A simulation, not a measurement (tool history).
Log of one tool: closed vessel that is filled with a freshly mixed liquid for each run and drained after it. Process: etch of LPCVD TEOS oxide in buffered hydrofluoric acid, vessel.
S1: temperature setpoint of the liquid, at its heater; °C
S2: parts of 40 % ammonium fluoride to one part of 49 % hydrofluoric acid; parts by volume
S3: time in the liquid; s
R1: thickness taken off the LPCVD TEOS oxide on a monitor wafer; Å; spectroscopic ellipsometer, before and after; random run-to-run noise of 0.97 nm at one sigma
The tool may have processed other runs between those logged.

run	hour	S1	S2	S3	R1
1	0	25	20	35	898.38
2	3.1	26	18	35	1048.6
3	5	26	18	30	906.23
4	14	26	20.5	30	785.57
5	21.2	27	18.5	30	925.39
6	29.4	28	16.5	30	1088.7
7	36.6	28.5	15	30	1229.6
8	43.7	29	14	30	1359.6
# hour 45.2: hydrofluoric acid flow meter replaced
9	45.2	32	8	30	2404.9
10	46	31.5	8	30	2339.4

Run 11 has not been measured yet. What should we expect?
11	50.1	31	8	30	?

For run 11 the tool returned R1 2276.6 Å.
